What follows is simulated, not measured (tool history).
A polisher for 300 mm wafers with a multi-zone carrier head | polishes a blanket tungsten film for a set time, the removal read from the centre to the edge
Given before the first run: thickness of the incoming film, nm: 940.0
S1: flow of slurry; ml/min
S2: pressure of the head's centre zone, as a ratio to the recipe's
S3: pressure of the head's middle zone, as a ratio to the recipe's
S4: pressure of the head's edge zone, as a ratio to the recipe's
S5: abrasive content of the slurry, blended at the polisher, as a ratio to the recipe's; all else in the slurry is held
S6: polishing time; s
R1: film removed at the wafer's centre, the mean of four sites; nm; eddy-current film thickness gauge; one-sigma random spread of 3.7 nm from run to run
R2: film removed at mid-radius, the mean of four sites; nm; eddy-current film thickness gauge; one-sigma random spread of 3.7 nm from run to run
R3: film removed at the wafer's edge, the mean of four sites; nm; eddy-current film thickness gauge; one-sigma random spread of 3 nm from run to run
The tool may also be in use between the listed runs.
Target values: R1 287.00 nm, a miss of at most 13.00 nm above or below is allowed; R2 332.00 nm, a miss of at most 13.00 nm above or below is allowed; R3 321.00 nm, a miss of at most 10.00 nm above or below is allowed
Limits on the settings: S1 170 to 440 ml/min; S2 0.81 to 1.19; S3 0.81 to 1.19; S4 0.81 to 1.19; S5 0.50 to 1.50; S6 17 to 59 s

run,hour,S1,S2,S3,S4,S5,S6,R1,R2,R3
1,0.0,280,1.00,1.00,1.00,1.00,38,202.66,201.86,206.85
2,6.4,280,1.00,0.94,1.00,1.00,38,205.73,192.64,206.79
3,8.5,220,1.00,0.94,1.00,1.00,38,189.00,190.05,203.71
4,12.2,220,1.00,0.94,1.00,1.00,45,232.88,224.14,239.92
5,14.7,230,0.99,0.99,1.03,1.15,46,242.98,247.32,260.49
6,22.3,230,0.99,0.99,1.03,1.05,46,240.70,241.16,254.83
7,25.1,245,0.98,1.03,1.05,1.15,47,252.50,264.34,264.57
8,25.9,245,0.97,1.04,1.07,1.25,48,255.86,275.28,279.11
# hour 27.1: worn pad replaced by a new one
9,27.1,245,0.97,1.04,1.07,1.25,48,291.95,311.92,314.89
10,33.7,250,0.96,1.05,1.07,1.25,48,282.70,311.49,317.81
11,38.2,255,0.96,1.06,1.06,1.25,48,282.93,318.43,316.56

Exercise: of the 5 proposed moves below, exactly one satisfies all targets within the stated allowed misses. Which move is it?
A,42.7,265,0.86,0.93,1.06,1.50,49,?,?,?
B,42.7,220,0.95,1.07,1.08,1.20,48,?,?,?
C,42.7,245,0.99,1.00,1.05,1.25,47,?,?,?
D,42.7,245,0.94,1.09,1.05,1.20,50,?,?,?
E,42.7,295,0.94,0.99,1.08,1.25,49,?,?,?

move,R1,R2,R3
A,271.34,308.85,334.31
B,274.23,318.07,309.50
C,286.03,300.15,304.98
D,286.53,340.75,321.31
E,288.91,316.18,326.48
A: lands further from the targets than the last run did
B: lands further from the targets than the last run did
C: lands further from the targets than the last run did
D: each result inside its tolerance
E: lands further from the targets than the last run did
Go with D: it meets all targets.
